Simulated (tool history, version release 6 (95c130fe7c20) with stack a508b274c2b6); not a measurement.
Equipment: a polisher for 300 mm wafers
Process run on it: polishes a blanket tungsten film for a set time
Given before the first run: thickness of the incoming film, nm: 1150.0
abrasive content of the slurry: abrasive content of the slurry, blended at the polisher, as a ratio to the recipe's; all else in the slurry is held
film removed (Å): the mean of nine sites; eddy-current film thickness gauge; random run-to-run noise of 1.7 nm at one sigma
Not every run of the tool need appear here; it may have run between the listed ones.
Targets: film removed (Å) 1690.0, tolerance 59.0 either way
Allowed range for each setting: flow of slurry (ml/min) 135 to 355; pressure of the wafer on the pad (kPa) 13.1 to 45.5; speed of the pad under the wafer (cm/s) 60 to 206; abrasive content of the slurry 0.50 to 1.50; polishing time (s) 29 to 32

run,day,flow of slurry (ml/min),pressure of the wafer on the pad (kPa),speed of the pad under the wafer (cm/s),abrasive content of the slurry,polishing time (s),film removed (Å)
1,0.000,225,29.0,132,1.00,32,2468.3
2,0.325,225,29.0,132,1.00,29,2233.0
3,0.429,225,28.3,132,1.00,29,2178.7
4,0.588,225,27.6,132,1.00,29,2147.3
5,0.800,225,27.6,132,1.15,29,2206.9
6,0.958,225,26.9,132,1.15,29,2134.7
7,1.217,225,26.2,132,1.15,29,2082.6
8,1.379,225,26.2,132,1.15,29,2094.1
9,1.654,220,19.3,130,1.15,29,1538.8

Consider the 5 candidate settings below. Which is the only one whose results all fall within their allowed miss of target?
A,1.929,210,14.5,132,1.50,29,?
B,1.929,170,31.7,76,0.85,29,?
C,1.929,220,18.6,122,1.20,29,?
D,1.929,200,24.1,120,1.05,29,?
E,1.929,265,15.2,148,1.10,31,?

move,film removed (Å)
A,1241.3
B,1332.0
C,1400.2
D,1696.4
E,1492.7
A: misses by more than the last run did
B: misses by more than the last run did
C: misses by more than the last run did
D: in spec on every target
E: misses by more than the last run did
Correct choice: D, which meets every target
